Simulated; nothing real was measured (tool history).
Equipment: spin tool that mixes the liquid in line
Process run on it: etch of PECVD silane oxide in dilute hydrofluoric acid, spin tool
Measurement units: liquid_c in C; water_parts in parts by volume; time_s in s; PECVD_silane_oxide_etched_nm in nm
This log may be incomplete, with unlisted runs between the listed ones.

run	hour	liquid_c	water_parts	time_s	PECVD_silane_oxide_etched_nm
1	0	22	95	215	44.272
2	2.6	24.5	85	215	55.678
3	7.8	23	85	215	51.857
4	12.3	25	80	215	61.285
5	15.7	26.5	75	215	68.902
# hour 17.8: thermometer replaced
6	17.8	27.5	70	215	72.495
7	20.8	28	65	215	81.19

Run 8, settings as shown, results not yet in. Your forecast:
8	21.7	28.5	65	215	?

PECVD_silane_oxide_etched_nm: 82.286 nm

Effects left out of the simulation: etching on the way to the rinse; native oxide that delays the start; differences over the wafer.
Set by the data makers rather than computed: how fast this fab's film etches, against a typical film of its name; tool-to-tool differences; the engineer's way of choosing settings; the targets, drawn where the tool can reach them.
